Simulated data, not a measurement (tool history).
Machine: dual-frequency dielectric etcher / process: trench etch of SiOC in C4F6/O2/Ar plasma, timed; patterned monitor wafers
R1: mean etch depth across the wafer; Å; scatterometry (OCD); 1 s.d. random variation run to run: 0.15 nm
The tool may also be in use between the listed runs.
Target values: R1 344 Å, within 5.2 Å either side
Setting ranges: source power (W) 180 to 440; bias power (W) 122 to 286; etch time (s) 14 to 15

run 1 hour=0 | source_power_(W)=310 bias_power_(W)=204 etch_time_(s)=15 | R1=304.95
run 2 hour=2.4 | source_power_(W)=330 bias_power_(W)=206 etch_time_(s)=15 | R1=312.08
run 3 hour=7.9 | source_power_(W)=330 bias_power_(W)=206 etch_time_(s)=15 | R1=314.27
run 4 hour=15.3 | source_power_(W)=350 bias_power_(W)=207 etch_time_(s)=15 | R1=320.7
run 5 hour=17.9 | source_power_(W)=360 bias_power_(W)=208 etch_time_(s)=15 | R1=320.68
run 6 hour=23.6 | source_power_(W)=360 bias_power_(W)=208 etch_time_(s)=15 | R1=324.72
run 7 hour=24.3 | source_power_(W)=370 bias_power_(W)=209 etch_time_(s)=15 | R1=325.09
run 8 hour=30.2 | source_power_(W)=380 bias_power_(W)=211 etch_time_(s)=15 | R1=330.96
run 9 hour=31.4 | source_power_(W)=390 bias_power_(W)=212 etch_time_(s)=15 | R1=334.86
run 10 hour=32.7 | source_power_(W)=400 bias_power_(W)=213 etch_time_(s)=15 | R1=336.76
run 11 hour=37.6 | source_power_(W)=400 bias_power_(W)=214 etch_time_(s)=15 | R1=337.82

Exercise: of the 5 proposed moves below, exactly one satisfies all targets within the stated allowed misses. Which move is it?
run A hour=42.5 | source_power_(W)=440 bias_power_(W)=208 etch_time_(s)=14.5 | R1=?
run B hour=42.5 | source_power_(W)=420 bias_power_(W)=216 etch_time_(s)=14.5 | R1=?
run C hour=42.5 | source_power_(W)=440 bias_power_(W)=234 etch_time_(s)=15 | R1=?
run D hour=42.5 | source_power_(W)=420 bias_power_(W)=190 etch_time_(s)=15 | R1=?
run E hour=42.5 | source_power_(W)=390 bias_power_(W)=245 etch_time_(s)=15 | R1=?

move=A R1=333.45
move=B R1=331.41
move=C R1=355.74
move=D R1=331.85
move=E R1=345.8
A: the biggest miss grows against the last run
B: the biggest miss grows against the last run
C: the result that was furthest off in the last run now lies on the other side of its target
D: the biggest miss grows against the last run
E: all results in spec
Correct choice: E, which meets every target

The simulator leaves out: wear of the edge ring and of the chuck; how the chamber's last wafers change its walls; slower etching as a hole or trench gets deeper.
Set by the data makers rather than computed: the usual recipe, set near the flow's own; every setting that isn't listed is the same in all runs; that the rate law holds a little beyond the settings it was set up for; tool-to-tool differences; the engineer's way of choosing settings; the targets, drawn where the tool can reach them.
